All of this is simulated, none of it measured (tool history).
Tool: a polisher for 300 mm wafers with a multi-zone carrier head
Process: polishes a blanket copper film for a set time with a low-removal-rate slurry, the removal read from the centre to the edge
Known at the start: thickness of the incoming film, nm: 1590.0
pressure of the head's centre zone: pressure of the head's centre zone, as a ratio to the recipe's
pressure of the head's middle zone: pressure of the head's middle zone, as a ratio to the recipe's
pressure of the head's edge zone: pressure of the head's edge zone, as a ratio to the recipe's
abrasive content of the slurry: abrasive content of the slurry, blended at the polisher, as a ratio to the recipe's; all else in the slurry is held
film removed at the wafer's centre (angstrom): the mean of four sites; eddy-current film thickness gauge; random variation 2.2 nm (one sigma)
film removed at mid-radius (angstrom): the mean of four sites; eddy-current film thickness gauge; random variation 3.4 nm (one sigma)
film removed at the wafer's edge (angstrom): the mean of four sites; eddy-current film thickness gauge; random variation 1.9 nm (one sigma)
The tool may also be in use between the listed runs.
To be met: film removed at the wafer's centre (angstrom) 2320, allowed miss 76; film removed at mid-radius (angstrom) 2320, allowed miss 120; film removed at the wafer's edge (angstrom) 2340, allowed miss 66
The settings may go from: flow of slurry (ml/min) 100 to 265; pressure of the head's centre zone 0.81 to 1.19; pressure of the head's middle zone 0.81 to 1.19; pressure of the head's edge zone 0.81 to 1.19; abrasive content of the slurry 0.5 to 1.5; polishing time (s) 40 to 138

run  hour  flow of slurry (ml/min)  pressure of the head's centre zone  pressure of the head's middle zone  pressure of the head's edge zone  abrasive content of the slurry  polishing time (s)  film removed at the wafer's centre (angstrom)  film removed at mid-radius (angstrom)  film removed at the wafer's edge (angstrom)
  1     0                      170                                   1                                   1                                 1                               1                  88                                         2979.8                                 3029.2                                       3020.6
  2   1.4                      170                                   1                                   1                                 1                               1                  72                                         2425.5                                 2555.3                                       2444.1
  3  10.4                      170                                   1                                1.04                                 1                               1                  72                                         2452.2                                 2594.6                                       2474.8
  4  18.1                      170                                   1                                1.04                              1.08                               1                  72                                           2455                                 2634.9                                       2527.9
  5  25.4                      160                                1.01                                1.02                              1.07                            0.95                  72                                         2431.4                                 2536.8                                       2521.9
  6    29                      160                                1.01                                1.02                              1.07                            0.95                  62                                         2054.9                                 2154.5                                       2151.9
  7  32.8                      175                                1.02                                1.02                              1.09                            0.95                  62                                         2115.1                                 2185.2                                       2190.3
  8  33.4                      175                                1.03                                1.02                              1.11                               1                  62                                         2163.4                                 2165.5                                       2211.5

4 next moves are on the table. One of them brings every result within its allowed miss. Which?
  A    34                      185                                1.02                                1.18                              1.04                               1                  61                                              ?                                      ?                                            ?
  B    34                      130                                0.96                                1.04                              0.97                            1.15                  64                                              ?                                      ?                                            ?
  C    34                      185                                1.06                                1.19                              0.95                            1.15                  57                                              ?                                      ?                                            ?
  D    34                      105                                 1.1                                1.06                              1.13                             0.9                  71                                              ?                                      ?                                            ?

move  film removed at the wafer's centre (angstrom)  film removed at mid-radius (angstrom)  film removed at the wafer's edge (angstrom)
   A                                           2136                                 2492.3                                       2123.4
   B                                         2060.8                                 2299.8                                       2151.1
   C                                         2136.5                                 2427.4                                         1975
   D                                         2310.1                                 2337.8                                       2333.2
A: further off than the last run
B: further off than the last run
C: further off than the last run
D: meets every target
Move D is the one to make.

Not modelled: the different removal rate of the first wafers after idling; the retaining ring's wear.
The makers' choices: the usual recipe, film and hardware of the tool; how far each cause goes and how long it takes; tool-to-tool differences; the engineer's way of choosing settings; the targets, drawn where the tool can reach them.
